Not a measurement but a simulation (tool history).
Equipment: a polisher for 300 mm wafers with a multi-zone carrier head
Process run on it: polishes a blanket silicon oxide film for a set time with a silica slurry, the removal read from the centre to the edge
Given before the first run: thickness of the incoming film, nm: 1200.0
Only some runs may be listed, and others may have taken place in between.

| run | hour | flow of slurry (ml/min) | pressure of the head's centre zone | pressure of the head's middle zone | pressure of the head's edge zone | abrasive content of the slurry | polishing time (s) | film removed at the wafer's centre (angstrom) | film removed at mid-radius (angstrom) | film removed at the wafer's edge (angstrom) |
|---|---|---|---|---|---|---|---|---|---|---|
| 1 | 0 | 250 | 1 | 1 | 1 | 1 | 44 | 1899.4 | 1898.3 | 1943.1 |
| 2 | 6.9 | 250 | 1 | 1 | 1 | 1.2 | 44 | 2016.1 | 2026 | 2093.3 |
| 3 | 9.7 | 240 | 0.96 | 0.98 | 0.98 | 1.15 | 44 | 1917.4 | 1963.8 | 2037.4 |
| 4 | 12.3 | 180 | 0.96 | 0.98 | 0.98 | 1.15 | 44 | 1845.1 | 1902 | 1994.2 |
| 5 | 14.8 | 175 | 0.93 | 0.97 | 0.97 | 1.1 | 44 | 1773.1 | 1852.7 | 1945.1 |
| 6 | 15.8 | 175 | 0.93 | 0.92 | 0.97 | 1.1 | 44 | 1751.4 | 1776.5 | 1954.6 |
| 7 | 21.1 | 175 | 0.91 | 0.92 | 0.96 | 1.1 | 44 | 1735.8 | 1765.1 | 1950.3 |

Run 8, settings as shown, results not yet in. Your forecast:
| 8 | 21.8 | 170 | 0.89 | 0.93 | 0.95 | 1.1 | 44 | ? | ? | ? |

film removed at the wafer's centre (angstrom): 1668.9
film removed at mid-radius (angstrom): 1765.3
film removed at the wafer's edge (angstrom): 1927.6
